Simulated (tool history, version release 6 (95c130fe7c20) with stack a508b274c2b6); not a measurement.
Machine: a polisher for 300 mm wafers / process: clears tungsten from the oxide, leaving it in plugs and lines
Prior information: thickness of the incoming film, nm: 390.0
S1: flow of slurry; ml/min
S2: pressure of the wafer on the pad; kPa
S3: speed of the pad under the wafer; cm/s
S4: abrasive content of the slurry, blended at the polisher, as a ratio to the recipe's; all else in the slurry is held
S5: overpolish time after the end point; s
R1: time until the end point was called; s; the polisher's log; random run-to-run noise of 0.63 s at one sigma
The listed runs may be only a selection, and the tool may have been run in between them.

run    day   S1    S2   S3    S4  S5      R1
  1      0  270  17.9  120     1   6   115.1
  2  0.079  270  17.9  120     1   5  111.92
  3  0.342  270  21.4  120     1   5  95.446
  4  0.546  270  21.4  146     1   5  79.128
  5  0.712  270  21.4  146  1.15   5  76.869
  6  0.792  270  22.8  146  1.15   5  70.675
  7  0.821  270  23.4  146  1.15   5   69.28
  8  1.029  270  24.1  146  1.15   5  67.361

Predict the results of run 9:
  9  1.2  270  24.8  146  1.15   5   ?

{"run 9": {"R1": 64.395}}
